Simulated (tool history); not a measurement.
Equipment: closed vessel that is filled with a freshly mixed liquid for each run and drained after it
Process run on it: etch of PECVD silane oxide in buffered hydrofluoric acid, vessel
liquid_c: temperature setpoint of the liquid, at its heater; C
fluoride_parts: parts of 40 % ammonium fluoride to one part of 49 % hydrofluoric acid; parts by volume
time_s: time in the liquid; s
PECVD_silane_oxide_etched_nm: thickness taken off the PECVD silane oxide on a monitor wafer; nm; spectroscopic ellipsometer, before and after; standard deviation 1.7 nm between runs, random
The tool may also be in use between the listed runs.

run  hour  liquid_c  fluoride_parts  time_s  PECVD_silane_oxide_etched_nm
  1     0        24            23.5     100                        214.72
  2   4.8        24            23.5     100                           217
  3   8.2        24              17     100                        283.32
  4  14.1        24              17     100                        280.68
  5    18        23              17     100                        270.35
  6  26.9      22.5            17.5     100                        250.92
  7  31.3        22            17.5     100                        242.53
  8  36.7      21.5            17.5     100                        240.44
  9  41.6        21            17.5     100                        232.85
 10    46      20.5            17.5     100                        225.09

Run 11 has not been measured yet. What should we expect?
 11  49.8        20            17.5     100                             ?

{"run 11": {"PECVD_silane_oxide_etched_nm": 220.4}}
